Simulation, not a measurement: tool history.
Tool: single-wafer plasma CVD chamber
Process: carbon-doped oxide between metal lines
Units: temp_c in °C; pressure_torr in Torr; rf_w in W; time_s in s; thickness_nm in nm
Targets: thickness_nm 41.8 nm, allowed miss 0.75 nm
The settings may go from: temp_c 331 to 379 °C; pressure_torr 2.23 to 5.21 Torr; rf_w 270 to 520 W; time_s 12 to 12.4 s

run,day,temp_c,pressure_torr,rf_w,time_s,thickness_nm
1,0,355,3.72,395,12,49.036
2,0.104,365,3.72,395,12,47.848
3,0.321,365,3.72,450,12,53.802
4,0.554,367,3.55,420,12,50.232
5,0.667,367,3.55,420,12,50.355
6,1.021,368,3.52,395,12,47.3
7,1.354,375,2.86,350,12,40.324
8,1.708,373,2.93,350,12,40.549
9,1.908,372,3,350,12,40.578
10,2.046,371,3.08,350,12,40.934

Which of these 4 next moves meets every target?
A,2.183,366,3.39,370,12,?
B,2.183,376,3.53,375,12,?
C,2.183,379,4.3,340,12.4,?
D,2.183,376,3.25,360,12.4,?

move,thickness_nm
A,44.399
B,44.278
C,42.057
D,43.459
A: takes the result that was furthest off past its target
B: takes the result that was furthest off past its target
C: meets every target
D: takes the result that was furthest off past its target
Move C is the one to make.

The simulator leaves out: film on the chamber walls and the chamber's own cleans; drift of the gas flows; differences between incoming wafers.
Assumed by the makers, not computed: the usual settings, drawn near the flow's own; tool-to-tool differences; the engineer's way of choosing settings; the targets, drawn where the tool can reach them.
